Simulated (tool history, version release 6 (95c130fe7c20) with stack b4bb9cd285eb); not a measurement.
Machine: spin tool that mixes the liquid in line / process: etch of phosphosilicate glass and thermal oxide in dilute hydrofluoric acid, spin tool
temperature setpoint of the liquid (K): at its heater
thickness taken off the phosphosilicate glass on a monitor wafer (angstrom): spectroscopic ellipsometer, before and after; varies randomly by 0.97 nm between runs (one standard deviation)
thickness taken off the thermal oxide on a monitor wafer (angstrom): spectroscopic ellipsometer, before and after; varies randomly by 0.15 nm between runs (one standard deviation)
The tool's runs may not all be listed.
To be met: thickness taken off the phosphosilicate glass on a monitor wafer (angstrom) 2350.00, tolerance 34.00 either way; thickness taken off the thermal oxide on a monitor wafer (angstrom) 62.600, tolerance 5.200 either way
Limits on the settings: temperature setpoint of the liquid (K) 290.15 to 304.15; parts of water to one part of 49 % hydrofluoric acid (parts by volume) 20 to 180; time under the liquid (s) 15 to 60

run  hour  temperature setpoint of the liquid (K)  parts of water to one part of 49 % hydrofluoric acid (parts by volume)  time under the liquid (s)  thickness taken off the phosphosilicate glass on a monitor wafer (angstrom)  thickness taken off the thermal oxide on a monitor wafer (angstrom)
  1   0.0                                  296.15                                                                     100                         30                                                                       550.05                                                               14.999
  2   1.9                                  294.65                                                                     100                         30                                                                       516.73                                                               13.407
  3   8.7                                  296.15                                                                      85                         30                                                                       657.92                                                               17.973
  4   9.8                                  294.15                                                                      85                         30                                                                       603.81                                                               15.948
  5  11.9                                  294.15                                                                     100                         30                                                                       505.31                                                               13.717
  6  20.4                                  296.15                                                                      85                         30                                                                       654.37                                                               17.037
  7  24.8                                  297.65                                                                      70                         30                                                                       866.47                                                               23.033
  8  32.7                                  299.15                                                                      60                         30                                                                      1093.60                                                               28.653
     37.3  -- hydrofluoric acid flow meter replaced
  9  37.3                                  300.15                                                                      50                         30                                                                      1293.20                                                               33.384
 10  41.5                                  301.15                                                                      45                         30                                                                      1513.80                                                               41.118
 11  42.3                                  304.15                                                                      20                         30                                                                      3947.70                                                              104.330
 12  48.7                                  303.15                                                                      20                         30                                                                      3806.10                                                              103.110
 13  53.4                                  301.65                                                                      20                         30                                                                      3582.20                                                               97.449
 14  56.1                                  299.65                                                                      20                         30                                                                      3324.80                                                               86.897

Which of these 4 next moves meets every target?
  A  58.8                                  304.15                                                                      45                         40                                                                            ?                                                                    ?
  B  58.8                                  304.15                                                                      50                         45                                                                            ?                                                                    ?
  C  58.8                                  304.15                                                                      55                         50                                                                            ?                                                                    ?
  D  58.8                                  297.65                                                                      30                         35                                                                            ?                                                                    ?

move  thickness taken off the phosphosilicate glass on a monitor wafer (angstrom)  thickness taken off the thermal oxide on a monitor wafer (angstrom)
   A                                                                      2267.00                                                               60.546
   B                                                                      2277.30                                                               60.820
   C                                                                      2282.30                                                               60.954
   D                                                                      2339.40                                                               62.481
A: takes the result that was furthest off past its target
B: takes the result that was furthest off past its target
C: takes the result that was furthest off past its target
D: hits every target within its allowed miss
So the answer is move D, the one that meets all the targets.
